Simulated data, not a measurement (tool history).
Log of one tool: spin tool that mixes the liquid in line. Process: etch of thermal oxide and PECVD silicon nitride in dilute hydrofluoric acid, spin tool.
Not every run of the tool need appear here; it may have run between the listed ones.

run,day,temperature setpoint of the liquid (K),parts of water to one part of 49 % hydrofluoric acid (parts by volume),time under the liquid (s),thickness taken off the thermal oxide on a monitor wafer (nm),thickness taken off the PECVD silicon nitride on a monitor wafer (nm)
1,0,295.15,160,180,4.3817,2.4534
2,0.1,295.15,215,180,3.0479,1.8467
3,0.417,295.15,180,180,3.8362,2.1787
4,0.462,295.15,130,180,5.5701,3.0338
5,0.638,295.15,175,180,3.846,2.2316
6,0.721,295.15,175,210,4.5106,2.6071
7,0.921,296.15,175,210,4.7196,2.7996
8,1.1,297.15,175,210,4.929,3.0136
9,1.133,297.65,175,210,5.0996,3.1112
10,1.238,298.15,180,210,4.958,3.0287

Run 11 is up next; what results do you expect?
11,1.533,298.15,180,210,?,?

Run 11 yielded thickness taken off the thermal oxide on a monitor wafer (nm) 4.8642, thickness taken off the PECVD silicon nitride on a monitor wafer (nm) 3.0997.
